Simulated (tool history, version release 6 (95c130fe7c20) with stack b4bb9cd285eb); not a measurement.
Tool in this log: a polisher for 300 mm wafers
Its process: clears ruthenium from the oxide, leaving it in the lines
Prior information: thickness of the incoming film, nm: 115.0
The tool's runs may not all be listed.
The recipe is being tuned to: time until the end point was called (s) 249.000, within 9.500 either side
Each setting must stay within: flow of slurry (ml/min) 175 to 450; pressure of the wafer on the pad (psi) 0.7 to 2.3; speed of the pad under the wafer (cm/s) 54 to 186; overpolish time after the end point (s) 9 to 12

| run | hour | flow of slurry (ml/min) | pressure of the wafer on the pad (psi) | speed of the pad under the wafer (cm/s) | overpolish time after the end point (s) | time until the end point was called (s) |
|---|---|---|---|---|---|---|
| 1 | 0.0 | 290 | 1.5 | 118 | 12 | 121.950 |
| 2 | 0.8 | 290 | 1.8 | 118 | 12 | 101.220 |
| 3 | 3.6 | 290 | 1.7 | 114 | 12 | 108.220 |
| 4 | 8.7 | 290 | 1.7 | 98 | 12 | 122.910 |
| 5 | 13.8 | 290 | 1.7 | 122 | 12 | 105.270 |
| 6 | 19.4 | 290 | 1.7 | 148 | 12 | 90.882 |
| 7 | 26.2 | 285 | 1.6 | 140 | 12 | 101.550 |
| 8 | 27.7 | 280 | 1.5 | 132 | 12 | 111.300 |
| 9 | 30.9 | 280 | 1.4 | 124 | 12 | 122.420 |
| 10 | 34.3 | 280 | 1.3 | 116 | 12 | 142.180 |
| 11 | 38.0 | 275 | 0.9 | 98 | 12 | 218.150 |

Exercise: of the 5 proposed moves below, exactly one satisfies all targets within the stated allowed misses. Which move is it?
| A | 41.7 | 340 | 0.9 | 114 | 12 | ? |
| B | 41.7 | 285 | 0.9 | 80 | 12 | ? |
| C | 41.7 | 255 | 1.2 | 58 | 9 | ? |
| D | 41.7 | 265 | 0.9 | 92 | 12 | ? |
| E | 41.7 | 290 | 0.9 | 98 | 9 | ? |

| move | time until the end point was called (s) |
|---|---|
| A | 196.490 |
| B | 247.400 |
| C | 224.940 |
| D | 228.710 |
| E | 218.690 |
A: further off than the last run
B: every result within its allowed miss
C: nearer than the last run, and not there yet
D: nearer than the last run, and not there yet
E: as far off as the last run
Move B is the one to make.

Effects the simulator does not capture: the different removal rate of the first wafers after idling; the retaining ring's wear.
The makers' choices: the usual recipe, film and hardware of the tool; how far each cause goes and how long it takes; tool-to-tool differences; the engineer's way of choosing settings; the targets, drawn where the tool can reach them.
